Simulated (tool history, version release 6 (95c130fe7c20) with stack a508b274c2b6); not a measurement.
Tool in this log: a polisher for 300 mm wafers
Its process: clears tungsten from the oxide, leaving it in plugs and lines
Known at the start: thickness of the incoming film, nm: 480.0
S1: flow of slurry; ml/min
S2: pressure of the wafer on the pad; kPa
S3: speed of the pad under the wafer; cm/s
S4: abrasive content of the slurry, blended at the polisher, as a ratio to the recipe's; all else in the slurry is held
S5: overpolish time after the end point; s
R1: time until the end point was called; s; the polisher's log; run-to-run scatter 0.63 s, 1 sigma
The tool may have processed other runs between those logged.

run 1 hour=0 | S1=180 S2=33.8 S3=96 S4=1 S5=15 | R1=76.718
run 2 hour=7.2 | S1=180 S2=33.8 S3=96 S4=1 S5=12 | R1=73.734
run 3 hour=14.5 | S1=220 S2=33.8 S3=96 S4=1 S5=12 | R1=72.23
run 4 hour=22.6 | S1=220 S2=33.8 S3=96 S4=0.9 S5=12 | R1=74.034
run 5 hour=30 | S1=220 S2=33.8 S3=96 S4=0.9 S5=15 | R1=74.453
run 6 hour=35.2 | S1=220 S2=36.5 S3=96 S4=0.9 S5=15 | R1=68.882
run 7 hour=43.3 | S1=220 S2=39.3 S3=96 S4=0.9 S5=15 | R1=63.668
run 8 hour=50.5 | S1=220 S2=41.4 S3=96 S4=0.9 S5=15 | R1=61.487
run 9 hour=51.4 | S1=220 S2=43.4 S3=96 S4=0.9 S5=15 | R1=58.614

Predict the results of run 10:
-- hour=52.4 slurry tank refilled with fresh slurry and peroxide
run 10 hour=52.4 | S1=220 S2=44.8 S3=96 S4=0.9 S5=15 | R1=?

R1: 50.808 s
